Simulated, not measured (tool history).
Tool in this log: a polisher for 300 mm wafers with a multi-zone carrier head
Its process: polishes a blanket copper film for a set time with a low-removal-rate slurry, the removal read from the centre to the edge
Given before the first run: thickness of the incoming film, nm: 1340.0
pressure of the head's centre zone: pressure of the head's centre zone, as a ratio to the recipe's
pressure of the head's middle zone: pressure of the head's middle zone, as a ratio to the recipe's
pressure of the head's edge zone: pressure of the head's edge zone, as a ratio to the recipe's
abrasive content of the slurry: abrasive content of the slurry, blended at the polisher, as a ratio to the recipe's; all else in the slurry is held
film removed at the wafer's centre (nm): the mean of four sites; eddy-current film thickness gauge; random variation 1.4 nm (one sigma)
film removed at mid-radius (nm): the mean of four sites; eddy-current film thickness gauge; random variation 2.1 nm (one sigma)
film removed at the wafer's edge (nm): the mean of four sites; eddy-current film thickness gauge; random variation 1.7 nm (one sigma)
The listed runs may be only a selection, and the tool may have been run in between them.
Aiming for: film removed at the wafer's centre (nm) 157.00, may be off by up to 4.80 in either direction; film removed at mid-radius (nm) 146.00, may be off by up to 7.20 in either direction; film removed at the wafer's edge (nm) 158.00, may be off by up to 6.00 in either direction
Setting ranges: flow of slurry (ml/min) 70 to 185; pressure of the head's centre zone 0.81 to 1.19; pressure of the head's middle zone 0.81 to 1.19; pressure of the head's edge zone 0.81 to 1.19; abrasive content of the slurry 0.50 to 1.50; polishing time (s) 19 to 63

run	hour	flow of slurry (ml/min)	pressure of the head's centre zone	pressure of the head's middle zone	pressure of the head's edge zone	abrasive content of the slurry	polishing time (s)	film removed at the wafer's centre (nm)	film removed at mid-radius (nm)	film removed at the wafer's edge (nm)
1	0.0	120	1.00	1.00	1.00	1.00	41	103.74	103.14	102.19
2	7.8	125	1.01	0.99	1.05	1.15	44	114.43	111.79	116.40
3	14.3	135	1.03	1.00	1.08	1.25	46	130.91	126.28	127.95
4	15.1	135	1.03	1.00	1.08	1.25	53	147.70	143.39	144.22
5	20.4	135	1.03	1.05	1.08	1.25	53	147.87	149.65	147.84
6	26.1	135	1.03	1.05	1.08	1.15	53	145.30	147.04	142.23
7	31.8	140	1.03	1.02	1.11	1.20	53	147.05	147.38	146.84
8	36.1	140	1.04	0.99	1.13	1.25	53	152.08	144.49	150.87
9	42.7	140	1.04	0.98	1.15	1.25	53	150.66	142.84	150.99
10	46.1	145	1.04	0.97	1.16	1.25	53	154.43	139.61	153.78

Consider the 4 candidate settings below. Which is the only one whose results all fall within their allowed miss of target?
A	49.5	150	1.06	0.88	1.19	1.20	54	?	?	?
B	49.5	145	1.08	0.99	1.19	1.20	54	?	?	?
C	49.5	180	1.06	0.85	1.15	1.30	52	?	?	?
D	49.5	150	1.01	0.86	1.19	1.25	55	?	?	?

move	film removed at the wafer's centre (nm)	film removed at mid-radius (nm)	film removed at the wafer's edge (nm)
A	157.23	134.50	155.67
B	158.59	147.11	154.72
C	159.79	132.44	153.56
D	155.43	135.77	160.09
A: misses by more than the last run did
B: every result within its allowed miss
C: misses by more than the last run did
D: misses by more than the last run did
So the answer is move B, the one that meets all the targets.

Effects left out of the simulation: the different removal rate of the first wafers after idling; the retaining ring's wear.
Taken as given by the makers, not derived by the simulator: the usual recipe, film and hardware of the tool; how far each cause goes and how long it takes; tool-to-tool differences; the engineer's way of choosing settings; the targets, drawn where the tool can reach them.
